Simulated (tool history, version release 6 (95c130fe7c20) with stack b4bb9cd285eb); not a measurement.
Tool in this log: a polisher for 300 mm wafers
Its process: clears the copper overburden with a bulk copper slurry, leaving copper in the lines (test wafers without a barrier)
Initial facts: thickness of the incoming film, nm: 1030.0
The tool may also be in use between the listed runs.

run,hour,flow of slurry (ml/min),pressure of the wafer on the pad (kPa),speed of the pad under the wafer (cm/s),abrasive content of the slurry,overpolish time after the end point (s),time until the end point was called (s),dishing of a wide line in a test structure (nm)
1,0,210,21.4,96,1,29,115.84,89.375
2,7.9,210,16.5,96,1,29,158.45,74.679
3,12,210,16.5,96,1,26,153.81,72.741
4,15,210,12.4,96,1,26,201.9,58.001
5,19.3,210,12.4,80,1,26,247.96,53.526
6,25.4,210,12.4,80,0.9,26,242.1,53.814
7,27.2,210,13.8,82,0.9,24,216.49,54.565
8,35.6,210,15.2,82,0.9,23,191.73,59.569
9,37.2,210,15.9,82,0.9,22,190.24,57.403
10,40.5,210,16.5,82,0.9,21,186.83,61.241

For run 11, what comes out?
11,41.4,210,17.2,84,0.9,19,?,?

{"run 11": {"time until the end point was called (s)": 175.53, "dishing of a wide line in a test structure (nm)": 56.642}}
